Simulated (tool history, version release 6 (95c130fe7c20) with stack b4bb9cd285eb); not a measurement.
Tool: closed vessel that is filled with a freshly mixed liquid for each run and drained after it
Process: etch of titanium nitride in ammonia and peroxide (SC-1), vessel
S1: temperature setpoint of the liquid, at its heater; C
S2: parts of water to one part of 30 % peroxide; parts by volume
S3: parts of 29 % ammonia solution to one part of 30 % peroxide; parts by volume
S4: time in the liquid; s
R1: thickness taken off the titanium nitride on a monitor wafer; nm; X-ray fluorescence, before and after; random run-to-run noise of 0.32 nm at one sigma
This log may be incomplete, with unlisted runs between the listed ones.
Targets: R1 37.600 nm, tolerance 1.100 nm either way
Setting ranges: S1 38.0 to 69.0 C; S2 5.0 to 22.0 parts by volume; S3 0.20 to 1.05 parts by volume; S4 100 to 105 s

run    day    S1    S2    S3   S4      R1
  1  0.000  53.0  12.5  0.55  100  12.212
  2  0.350  56.5  12.5  0.55  100  15.454
  3  0.696  58.0  12.5  0.55  100  16.736
  4  1.029  58.0  15.5  0.55  100  15.311
  5  1.412  65.0  15.5  0.55  100  23.351
  6  1.658  65.0  13.0  0.55  100  25.791
  7  1.921  65.5  12.5  0.55  100  27.482
  8  2.117  66.0  12.5  0.55  100  28.294

5 next moves are on the table. One of them brings every result within its allowed miss. Which?
  A  2.312  68.5  11.5  0.45  105   ?
  B  2.312  68.0  10.5  0.55  105   ?
  C  2.312  68.0  13.0  0.70  105   ?
  D  2.312  67.0   9.0  1.05  100   ?
  E  2.312  69.0  11.0  0.60  105   ?

move      R1
   A  35.796
   B  37.712
   C  35.126
   D  40.438
   E  39.763
A: an improvement on the last run, though not all results are within tolerance
B: in spec on every target
C: an improvement on the last run, though not all results are within tolerance
D: takes the biggest miss from the last run beyond its target
E: takes the biggest miss from the last run beyond its target
Answer: B
